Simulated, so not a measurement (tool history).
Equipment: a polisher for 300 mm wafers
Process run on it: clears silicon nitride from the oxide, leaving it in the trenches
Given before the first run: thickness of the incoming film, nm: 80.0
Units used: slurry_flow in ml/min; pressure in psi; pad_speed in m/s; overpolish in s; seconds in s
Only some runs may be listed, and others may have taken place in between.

| run | hour | slurry_flow | pressure | pad_speed | overpolish | seconds |
|---|---|---|---|---|---|---|
| 1 | 0.0 | 195 | 3.1 | 0.84 | 28 | 101.090 |
| 2 | 7.6 | 195 | 3.1 | 0.92 | 28 | 87.168 |
| 3 | 8.9 | 195 | 2.7 | 0.86 | 28 | 105.750 |
| 4 | 11.7 | 195 | 2.7 | 0.86 | 28 | 108.020 |
| 5 | 14.4 | 195 | 2.7 | 0.70 | 28 | 133.290 |
| 6 | 19.3 | 245 | 2.7 | 0.70 | 28 | 130.030 |

Run 7 has not been measured yet. What should we expect?
| 7 | 27.8 | 245 | 2.4 | 0.68 | 28 | ? |

{"run 7": {"seconds": 148.86}}
